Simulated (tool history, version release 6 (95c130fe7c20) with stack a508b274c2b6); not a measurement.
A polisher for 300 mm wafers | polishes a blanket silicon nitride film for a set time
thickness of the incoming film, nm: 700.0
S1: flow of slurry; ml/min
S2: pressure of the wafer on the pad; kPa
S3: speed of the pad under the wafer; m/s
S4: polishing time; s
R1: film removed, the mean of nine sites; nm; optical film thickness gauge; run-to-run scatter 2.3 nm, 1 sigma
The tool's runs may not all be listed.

Run 1, hour 0.0: S1 190 ml/min, S2 25.5 kPa, S3 1.18 m/s, S4 69 s. Result: R1 167.04 nm.
Run 2, hour 3.5: S1 190 ml/min, S2 27.6 kPa, S3 1.18 m/s, S4 69 s. Result: R1 175.89 nm.
Run 3, hour 9.3: S1 190 ml/min, S2 29.6 kPa, S3 1.18 m/s, S4 69 s. Result: R1 189.55 nm.
Run 4, hour 14.2: S1 155 ml/min, S2 29.6 kPa, S3 1.18 m/s, S4 69 s. Result: R1 182.97 nm.
Run 5, hour 20.0: S1 165 ml/min, S2 31.0 kPa, S3 1.18 m/s, S4 69 s. Result: R1 194.62 nm.
Run 6, hour 24.3: S1 170 ml/min, S2 31.7 kPa, S3 1.18 m/s, S4 69 s. Result: R1 197.34 nm.

Run 7 comes next. What will it give?
Run 7, hour 30.2: S1 175 ml/min, S2 32.4 kPa, S3 1.18 m/s, S4 69 s. Result: R1 ?.

{"run 7": {"R1": 201.48}}
